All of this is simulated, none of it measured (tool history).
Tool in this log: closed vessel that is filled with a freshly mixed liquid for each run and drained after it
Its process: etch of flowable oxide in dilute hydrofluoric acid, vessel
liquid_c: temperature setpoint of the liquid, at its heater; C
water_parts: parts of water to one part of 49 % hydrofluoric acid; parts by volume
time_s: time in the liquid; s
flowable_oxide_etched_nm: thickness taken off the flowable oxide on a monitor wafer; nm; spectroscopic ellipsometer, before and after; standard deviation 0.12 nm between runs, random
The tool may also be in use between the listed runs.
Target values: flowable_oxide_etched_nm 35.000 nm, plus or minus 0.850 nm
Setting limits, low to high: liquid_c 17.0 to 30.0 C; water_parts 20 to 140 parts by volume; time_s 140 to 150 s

run	hour	liquid_c	water_parts	time_s	flowable_oxide_etched_nm
1	0.0	22.0	75	140	56.174
2	3.7	21.5	75	140	55.131
3	10.5	21.0	75	140	53.770
4	14.7	20.5	75	140	53.065
5	21.4	20.5	50	140	81.209
6	30.0	19.0	50	140	76.444
7	31.6	19.0	55	140	69.142
8	32.2	19.0	60	140	62.947
9	33.5	19.0	65	140	57.794
10	37.6	18.0	80	140	44.449
11	42.9	17.5	85	140	40.685
12	50.2	17.0	90	140	37.237

4 next moves are on the table. One of them brings every result within its allowed miss. Which?
A	57.5	17.0	95	140	?
B	57.5	17.0	95	145	?
C	57.5	17.5	90	140	?
D	57.5	17.0	90	150	?

move	flowable_oxide_etched_nm
A	35.316
B	36.577
C	38.261
D	40.130
A: meets every target
B: closer than the last run, but not yet in spec
C: further off than the last run
D: further off than the last run
A is the move that brings every result within its allowed miss.
